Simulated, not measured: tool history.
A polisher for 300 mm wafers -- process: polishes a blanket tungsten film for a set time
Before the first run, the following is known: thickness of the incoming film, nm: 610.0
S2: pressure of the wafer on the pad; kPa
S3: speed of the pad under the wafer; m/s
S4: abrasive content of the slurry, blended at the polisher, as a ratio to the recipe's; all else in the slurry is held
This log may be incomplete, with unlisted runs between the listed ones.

{"run": 1, "day": 0.0, "flow of slurry (ml/min)": 180, "S2": 22.1, "S3": 1.12, "S4": 1, "polishing time (s)": 45, "film removed (nm)": 199.24}
{"run": 2, "day": 0.296, "flow of slurry (ml/min)": 180, "S2": 25.5, "S3": 1.12, "S4": 1, "polishing time (s)": 45, "film removed (nm)": 237.92}
{"run": 3, "day": 0.45, "flow of slurry (ml/min)": 180, "S2": 25.5, "S3": 1.12, "S4": 0.9, "polishing time (s)": 45, "film removed (nm)": 224.51}
{"run": 4, "day": 0.7, "flow of slurry (ml/min)": 180, "S2": 26.2, "S3": 1.12, "S4": 0.9, "polishing time (s)": 45, "film removed (nm)": 226.06}
{"run": 5, "day": 0.725, "flow of slurry (ml/min)": 180, "S2": 26.2, "S3": 1.12, "S4": 0.9, "polishing time (s)": 45, "film removed (nm)": 231.53}
{"run": 6, "day": 1.05, "flow of slurry (ml/min)": 180, "S2": 26.2, "S3": 1.12, "S4": 0.9, "polishing time (s)": 47, "film removed (nm)": 239.4}
{"run": 7, "day": 1.138, "flow of slurry (ml/min)": 180, "S2": 26.9, "S3": 1.12, "S4": 0.9, "polishing time (s)": 47, "film removed (nm)": 245.82}
{"run": 8, "day": 1.229, "flow of slurry (ml/min)": 180, "S2": 26.9, "S3": 1.12, "S4": 0.9, "polishing time (s)": 47, "film removed (nm)": 248.6}
{"run": 9, "day": 1.371, "flow of slurry (ml/min)": 180, "S2": 27.6, "S3": 1.12, "S4": 0.9, "polishing time (s)": 47, "film removed (nm)": 252.06}

Run 10 has not been measured yet. What should we expect?
{"run": 10, "day": 1.417, "flow of slurry (ml/min)": 180, "S2": 28.3, "S3": 1.12, "S4": 0.9, "polishing time (s)": 47, "film removed (nm)": "?"}

{"run 10": {"film removed (nm)": 261.7}}
